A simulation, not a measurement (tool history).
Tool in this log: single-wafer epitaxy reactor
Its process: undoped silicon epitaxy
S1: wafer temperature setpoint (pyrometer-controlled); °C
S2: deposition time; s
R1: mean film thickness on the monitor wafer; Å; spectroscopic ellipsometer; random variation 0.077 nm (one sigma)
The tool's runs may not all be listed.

Run 1, hour 0.0: S1 645 °C, S2 317 s. Result: R1 425.50 Å.
Run 2, hour 8.4: S1 645 °C, S2 350 s. Result: R1 469.03 Å.
Run 3, hour 14.3: S1 645 °C, S2 315 s. Result: R1 423.50 Å.
Run 4, hour 17.0: S1 643 °C, S2 315 s. Result: R1 407.87 Å.
Run 5, hour 18.6: S1 643 °C, S2 279 s. Result: R1 360.71 Å.
Run 6, hour 23.4: S1 643 °C, S2 296 s. Result: R1 381.93 Å.

What will run 7 give?
Run 7, hour 32.4: S1 642 °C, S2 296 s. Result: R1 ?.

R1: 372.87 Å

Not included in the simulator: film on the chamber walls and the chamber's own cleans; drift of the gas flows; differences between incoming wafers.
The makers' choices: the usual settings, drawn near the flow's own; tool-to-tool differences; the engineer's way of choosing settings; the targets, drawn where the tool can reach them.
